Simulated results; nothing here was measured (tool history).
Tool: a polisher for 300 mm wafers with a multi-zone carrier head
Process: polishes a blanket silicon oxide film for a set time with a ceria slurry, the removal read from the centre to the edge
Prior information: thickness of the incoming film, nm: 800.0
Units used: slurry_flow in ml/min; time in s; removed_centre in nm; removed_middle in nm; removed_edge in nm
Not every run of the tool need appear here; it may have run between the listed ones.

Run 1, hour 0: slurry_flow 235 ml/min, centre_zone 1, middle_zone 1, edge_zone 1, time 42 s. Result: removed_centre 263.54 nm, removed_middle 265.13 nm, removed_edge 259.91 nm.
Run 2, hour 6.5: slurry_flow 235 ml/min, centre_zone 1.06, middle_zone 1, edge_zone 1, time 42 s. Result: removed_centre 275.68 nm, removed_middle 267.89 nm, removed_edge 259.57 nm.
Run 3, hour 10.9: slurry_flow 225 ml/min, centre_zone 1.02, middle_zone 1, edge_zone 0.97, time 41 s. Result: removed_centre 257.86 nm, removed_middle 256.27 nm, removed_edge 249.7 nm.
Run 4, hour 12.1: slurry_flow 215 ml/min, centre_zone 1, middle_zone 1.01, edge_zone 0.94, time 41 s. Result: removed_centre 258.91 nm, removed_middle 264.74 nm, removed_edge 243.01 nm.
Run 5, hour 17.5: slurry_flow 215 ml/min, centre_zone 1, middle_zone 1.01, edge_zone 0.94, time 34 s. Result: removed_centre 212.27 nm, removed_middle 213.13 nm, removed_edge 203.18 nm.
Run 6, hour 22: slurry_flow 215 ml/min, centre_zone 1, middle_zone 1.01, edge_zone 0.86, time 34 s. Result: removed_centre 207.59 nm, removed_middle 215.93 nm, removed_edge 194.47 nm.
Run 7, hour 26.7: slurry_flow 225 ml/min, centre_zone 0.99, middle_zone 1.03, edge_zone 0.92, time 35 s. Result: removed_centre 211.34 nm, removed_middle 227.41 nm, removed_edge 207.29 nm.
Run 8, hour 35.7: slurry_flow 235 ml/min, centre_zone 1, middle_zone 1.04, edge_zone 0.95, time 35 s. Result: removed_centre 219.92 nm, removed_middle 224.94 nm, removed_edge 211.65 nm.
Run 9, hour 44.5: slurry_flow 240 ml/min, centre_zone 0.99, middle_zone 1.06, edge_zone 0.97, time 35 s. Result: removed_centre 218.66 nm, removed_middle 232.44 nm, removed_edge 216.55 nm.
Run 10, hour 48.2: slurry_flow 250 ml/min, centre_zone 0.99, middle_zone 1.07, edge_zone 0.99, time 35 s. Result: removed_centre 222.44 nm, removed_middle 235.61 nm, removed_edge 215.6 nm.
Run 11, hour 52.6: slurry_flow 250 ml/min, centre_zone 0.99, middle_zone 1.07, edge_zone 0.99, time 35 s. Result: removed_centre 225.24 nm, removed_middle 234.21 nm, removed_edge 217.44 nm.
Run 12, hour 55.6: slurry_flow 250 ml/min, centre_zone 0.99, middle_zone 1.07, edge_zone 0.99, time 35 s. Result: removed_centre 225.61 nm, removed_middle 231.72 nm, removed_edge 215.22 nm.

Run 13 comes next. What will it give?
Run 13, hour 61.5: slurry_flow 250 ml/min, centre_zone 0.97, middle_zone 1.08, edge_zone 1.01, time 35 s. Result: removed_centre ?, removed_middle ?, removed_edge ?.

{"run 13": {"removed_centre": 211.73, "removed_middle": 237.57, "removed_edge": 220.44}}
